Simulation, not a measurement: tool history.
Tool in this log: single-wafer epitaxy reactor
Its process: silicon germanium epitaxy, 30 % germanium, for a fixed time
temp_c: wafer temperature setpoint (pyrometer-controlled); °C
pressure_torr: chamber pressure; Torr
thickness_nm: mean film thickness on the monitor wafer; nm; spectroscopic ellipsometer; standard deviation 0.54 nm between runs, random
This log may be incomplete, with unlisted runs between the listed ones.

run,day,temp_c,pressure_torr,thickness_nm
1,0,620,18.6,76.205
2,0.375,615,18.6,69.72
3,0.425,620,18.7,77.101
4,0.654,614,18.7,69.284
5,1.004,619,18.9,76.257
6,1.188,627,18.9,85.913
7,1.221,629,19,88.954

Run 8, settings as shown, results not yet in. Your forecast:
8,1.262,630,19,?

{"run 8": {"thickness_nm": 91.385}}
